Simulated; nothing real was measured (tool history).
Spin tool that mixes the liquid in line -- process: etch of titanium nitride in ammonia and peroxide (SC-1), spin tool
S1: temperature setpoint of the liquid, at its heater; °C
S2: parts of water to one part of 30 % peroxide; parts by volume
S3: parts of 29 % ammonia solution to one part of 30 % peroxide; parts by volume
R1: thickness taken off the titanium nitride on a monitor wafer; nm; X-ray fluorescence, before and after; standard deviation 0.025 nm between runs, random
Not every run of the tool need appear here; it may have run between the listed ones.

{"run": 1, "day": 0.0, "S1": 52, "S2": 9.5, "S3": 0.65, "time under the liquid (s)": 280, "R1": 13.108}
{"run": 2, "day": 0.125, "S1": 52, "S2": 12.5, "S3": 0.65, "time under the liquid (s)": 280, "R1": 11.319}
{"run": 3, "day": 0.35, "S1": 48.5, "S2": 12.5, "S3": 0.65, "time under the liquid (s)": 280, "R1": 8.9391}
{"run": 4, "day": 0.662, "S1": 46, "S2": 12.5, "S3": 0.65, "time under the liquid (s)": 280, "R1": 7.4142}
{"run": 5, "day": 1.017, "S1": 46, "S2": 12.5, "S3": 0.65, "time under the liquid (s)": 280, "R1": 7.5078}
{"run": 6, "day": 1.079, "S1": 41.5, "S2": 12.5, "S3": 0.65, "time under the liquid (s)": 280, "R1": 5.4011}

What will run 7 give?
{"run": 7, "day": 1.379, "S1": 41, "S2": 12.5, "S3": 0.65, "time under the liquid (s)": 280, "R1": "?"}

R1: 5.2028 nm

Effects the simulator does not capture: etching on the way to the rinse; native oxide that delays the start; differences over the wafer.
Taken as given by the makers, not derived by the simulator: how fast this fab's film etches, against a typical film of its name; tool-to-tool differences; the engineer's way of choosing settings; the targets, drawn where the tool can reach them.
